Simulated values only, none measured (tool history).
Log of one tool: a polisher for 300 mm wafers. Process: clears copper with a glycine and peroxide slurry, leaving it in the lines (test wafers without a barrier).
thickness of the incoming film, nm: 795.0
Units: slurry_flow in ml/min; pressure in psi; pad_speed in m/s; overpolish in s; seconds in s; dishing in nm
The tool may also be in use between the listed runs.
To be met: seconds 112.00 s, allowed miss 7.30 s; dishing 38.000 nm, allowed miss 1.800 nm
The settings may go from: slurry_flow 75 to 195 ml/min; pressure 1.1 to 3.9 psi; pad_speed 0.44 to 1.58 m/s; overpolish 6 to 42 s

Run 1, hour 0.0: slurry_flow 125 ml/min, pressure 2.5 psi, pad_speed 1.00 m/s, overpolish 21 s. Result: seconds 155.89 s, dishing 34.274 nm.
Run 2, hour 4.5: slurry_flow 125 ml/min, pressure 2.5 psi, pad_speed 1.00 m/s, overpolish 26 s. Result: seconds 155.78 s, dishing 35.154 nm.
Run 3, hour 13.2: slurry_flow 125 ml/min, pressure 2.7 psi, pad_speed 1.02 m/s, overpolish 26 s. Result: seconds 150.76 s, dishing 36.438 nm.
Run 4, hour 17.9: slurry_flow 125 ml/min, pressure 2.7 psi, pad_speed 1.02 m/s, overpolish 34 s. Result: seconds 147.12 s, dishing 37.862 nm.
Run 5, hour 25.0: slurry_flow 125 ml/min, pressure 2.7 psi, pad_speed 1.02 m/s, overpolish 38 s. Result: seconds 152.66 s, dishing 37.900 nm.
Run 6, hour 31.4: slurry_flow 145 ml/min, pressure 2.7 psi, pad_speed 1.02 m/s, overpolish 38 s. Result: seconds 148.02 s, dishing 37.905 nm.
Run 7, hour 37.2: slurry_flow 150 ml/min, pressure 2.8 psi, pad_speed 1.04 m/s, overpolish 36 s. Result: seconds 136.82 s, dishing 37.874 nm.
Run 8, hour 42.9: slurry_flow 155 ml/min, pressure 2.9 psi, pad_speed 1.04 m/s, overpolish 35 s. Result: seconds 134.70 s, dishing 37.801 nm.

Which of these 5 next moves meets every target?
Run A, hour 48.6: slurry_flow 160 ml/min, pressure 2.9 psi, pad_speed 1.10 m/s, overpolish 34 s. Result: seconds ?, dishing ?.
Run B, hour 48.6: slurry_flow 160 ml/min, pressure 3.5 psi, pad_speed 1.12 m/s, overpolish 25 s. Result: seconds ?, dishing ?.
Run C, hour 48.6: slurry_flow 180 ml/min, pressure 2.7 psi, pad_speed 1.00 m/s, overpolish 24 s. Result: seconds ?, dishing ?.
Run D, hour 48.6: slurry_flow 170 ml/min, pressure 3.7 psi, pad_speed 0.82 m/s, overpolish 28 s. Result: seconds ?, dishing ?.
Run E, hour 48.6: slurry_flow 195 ml/min, pressure 2.6 psi, pad_speed 1.12 m/s, overpolish 29 s. Result: seconds ?, dishing ?.

move  seconds  dishing
   A   130.86   38.287
   B   115.15   37.653
   C   143.41   36.381
   D   137.74   38.308
   E   133.70   37.546
A: nearer than the last run, and not there yet
B: meets every target
C: further off than the last run
D: further off than the last run
E: as far off as the last run
Answer: B

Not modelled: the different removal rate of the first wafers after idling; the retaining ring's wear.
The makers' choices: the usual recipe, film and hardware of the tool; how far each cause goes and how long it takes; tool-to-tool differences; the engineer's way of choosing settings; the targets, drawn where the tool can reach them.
